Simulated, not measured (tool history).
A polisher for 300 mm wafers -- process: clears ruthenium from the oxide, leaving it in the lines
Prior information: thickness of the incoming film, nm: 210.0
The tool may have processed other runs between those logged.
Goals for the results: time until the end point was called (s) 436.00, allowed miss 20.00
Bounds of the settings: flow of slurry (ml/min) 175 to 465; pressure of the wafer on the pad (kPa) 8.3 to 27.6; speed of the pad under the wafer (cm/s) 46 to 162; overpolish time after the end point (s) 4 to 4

run,hour,flow of slurry (ml/min),pressure of the wafer on the pad (kPa),speed of the pad under the wafer (cm/s),overpolish time after the end point (s),time until the end point was called (s)
1,0.0,295,17.9,104,4,152.73
2,6.5,290,14.5,86,4,217.49
3,13.7,290,17.2,86,4,183.56
4,15.6,285,14.5,72,4,268.84
5,22.5,285,12.4,70,4,312.05
6,26.9,285,11.0,68,4,362.92
7,33.1,285,10.3,68,4,385.73
8,36.2,285,9.7,68,4,406.28

Of the 4 settings listed for the next run, only one would bring every result within its allowed miss of target. Which one?
A,39.3,380,8.3,74,4,?
B,39.3,260,11.0,66,4,?
C,39.3,300,11.0,68,4,?
D,39.3,245,10.3,54,4,?

move,time until the end point was called (s)
A,417.90
B,368.05
C,352.31
D,476.79
A: every result lands within tolerance
B: misses by more than the last run did
C: misses by more than the last run did
D: carries the result that was furthest off beyond its target, to the other side
The move that meets every target is A.
